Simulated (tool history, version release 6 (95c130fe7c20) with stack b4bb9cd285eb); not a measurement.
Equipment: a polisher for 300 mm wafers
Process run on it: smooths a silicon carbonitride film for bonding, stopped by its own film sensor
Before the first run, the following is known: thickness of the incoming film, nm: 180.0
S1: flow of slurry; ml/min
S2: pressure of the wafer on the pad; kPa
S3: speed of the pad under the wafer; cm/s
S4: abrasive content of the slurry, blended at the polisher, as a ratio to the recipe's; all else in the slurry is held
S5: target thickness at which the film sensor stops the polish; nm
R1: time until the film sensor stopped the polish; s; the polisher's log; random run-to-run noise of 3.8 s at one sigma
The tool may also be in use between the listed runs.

run,hour,S1,S2,S3,S4,S5,R1
1,0.0,125,9.7,70,1.0,152,233.56
2,7.8,125,9.7,70,1.0,152,232.47
3,9.1,125,9.7,70,1.0,151,233.36
4,17.0,125,9.7,70,1.0,152,229.45
5,23.1,125,9.7,70,1.0,151,241.04
6,24.6,120,9.0,70,1.0,151,258.10
7,28.3,120,8.3,70,1.0,151,275.07

What will run 8 give?
8,35.0,120,7.6,70,1.0,151,?

Run 8 gave R1 302.82 s.

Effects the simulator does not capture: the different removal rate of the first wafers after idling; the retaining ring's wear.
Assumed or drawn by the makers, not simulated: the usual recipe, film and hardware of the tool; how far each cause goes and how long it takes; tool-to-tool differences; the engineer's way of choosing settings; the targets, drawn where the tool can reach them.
